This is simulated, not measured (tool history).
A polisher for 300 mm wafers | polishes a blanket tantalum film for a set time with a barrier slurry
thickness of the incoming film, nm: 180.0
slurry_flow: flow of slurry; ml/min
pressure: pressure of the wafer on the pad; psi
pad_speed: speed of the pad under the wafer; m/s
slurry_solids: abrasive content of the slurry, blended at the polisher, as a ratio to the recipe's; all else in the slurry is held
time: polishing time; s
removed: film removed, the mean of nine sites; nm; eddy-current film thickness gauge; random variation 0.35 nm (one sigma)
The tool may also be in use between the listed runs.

run  hour  slurry_flow  pressure  pad_speed  slurry_solids  time  removed
  1   0.0          225       1.3       0.94            1.0    35   39.373
  2   8.7          230       1.3       0.94            1.0    35   39.898
  3  12.3          190       1.3       0.94            1.0    35   38.930
  4  20.8          190       1.3       0.74            1.0    35   31.231
  5  28.1          195       1.4       0.74            1.0    35   33.353
  6  30.7          195       1.4       0.74            1.0    31   29.259
  7  37.0          200       1.5       0.76            1.0    31   32.450
  8  40.7          205       1.6       0.78            1.0    31   34.941
  9  41.9          205       1.7       0.80            1.0    31   38.149
 10  49.1          205       1.8       0.82            1.0    31   40.783
 11  52.9          210       1.8       0.84            1.0    31   42.358
 12  56.9          215       1.8       0.84            1.0    31   42.321

Forecast run 13:
 13  59.4          220       1.8       0.84            1.0    31        ?

Run 13 gave removed 42.793 nm.
